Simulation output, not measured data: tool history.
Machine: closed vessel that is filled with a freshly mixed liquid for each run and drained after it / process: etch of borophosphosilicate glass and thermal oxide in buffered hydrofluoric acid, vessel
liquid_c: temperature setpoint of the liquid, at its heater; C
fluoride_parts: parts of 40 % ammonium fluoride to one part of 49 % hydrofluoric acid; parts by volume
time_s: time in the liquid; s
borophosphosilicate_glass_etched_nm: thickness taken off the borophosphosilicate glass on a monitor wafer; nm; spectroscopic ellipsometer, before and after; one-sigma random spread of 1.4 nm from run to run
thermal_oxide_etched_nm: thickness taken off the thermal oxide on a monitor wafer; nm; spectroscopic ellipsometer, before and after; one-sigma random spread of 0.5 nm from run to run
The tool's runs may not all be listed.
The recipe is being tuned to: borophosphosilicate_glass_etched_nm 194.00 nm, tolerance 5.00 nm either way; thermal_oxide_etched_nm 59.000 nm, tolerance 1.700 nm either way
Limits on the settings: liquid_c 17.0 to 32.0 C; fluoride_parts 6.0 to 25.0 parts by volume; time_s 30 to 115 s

| run | hour | liquid_c | fluoride_parts | time_s | borophosphosilicate_glass_etched_nm | thermal_oxide_etched_nm |
|---|---|---|---|---|---|---|
| 1 | 0.0 | 24.0 | 15.5 | 60 | 129.52 | 39.472 |
| 2 | 8.8 | 21.0 | 15.5 | 60 | 109.82 | 34.229 |
| 3 | 15.0 | 21.0 | 13.0 | 60 | 130.78 | 39.976 |
| 4 | 19.8 | 22.0 | 13.0 | 60 | 139.66 | 41.667 |
| 5 | 21.6 | 22.5 | 13.0 | 60 | 142.04 | 43.549 |
| 6 | 25.6 | 22.5 | 15.0 | 60 | 124.39 | 37.441 |
| 7 | 32.0 | 26.5 | 14.5 | 60 | 159.88 | 48.248 |
| 8 | 36.2 | 27.0 | 14.5 | 60 | 161.95 | 49.737 |
| 9 | 37.3 | 27.5 | 14.5 | 60 | 168.47 | 50.402 |
| 10 | 40.5 | 29.5 | 13.5 | 60 | 198.41 | 61.212 |

Of the 5 settings listed for the next run, only one would bring every result within its allowed miss of target. Which one?
| A | 43.7 | 30.5 | 17.5 | 75 | ? | ? |
| B | 43.7 | 30.0 | 10.0 | 45 | ? | ? |
| C | 43.7 | 31.0 | 17.5 | 75 | ? | ? |
| D | 43.7 | 28.0 | 18.5 | 85 | ? | ? |
| E | 43.7 | 31.5 | 18.5 | 75 | ? | ? |

| move | borophosphosilicate_glass_etched_nm | thermal_oxide_etched_nm |
|---|---|---|
| A | 204.85 | 62.364 |
| B | 207.60 | 63.048 |
| C | 210.26 | 64.023 |
| D | 194.57 | 59.180 |
| E | 206.28 | 62.833 |
A: moves away from the targets compared with the last run
B: moves away from the targets compared with the last run
C: moves away from the targets compared with the last run
D: every result within its allowed miss
E: moves away from the targets compared with the last run
The move that meets every target is D.
